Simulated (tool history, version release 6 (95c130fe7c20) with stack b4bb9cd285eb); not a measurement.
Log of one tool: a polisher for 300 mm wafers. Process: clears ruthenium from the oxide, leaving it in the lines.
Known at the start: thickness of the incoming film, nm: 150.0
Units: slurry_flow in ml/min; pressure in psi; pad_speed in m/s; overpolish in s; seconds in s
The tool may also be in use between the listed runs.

run,hour,slurry_flow,pressure,pad_speed,overpolish,seconds
1,0,195,2.5,1.3,12,106.18
2,8.6,195,2.9,1.3,12,91.674
3,11.8,195,2.7,1.28,12,101.12
4,16.6,195,2.7,1.28,8,99.456
5,25,195,2.5,1.26,8,108.18
6,32.7,195,2.5,1.26,8,109.3
7,41.5,195,2.3,1.24,8,119.21

Forecast run 8:
8,43.3,190,1.6,1.14,8,?

Run 8 gave seconds 174.08 s.
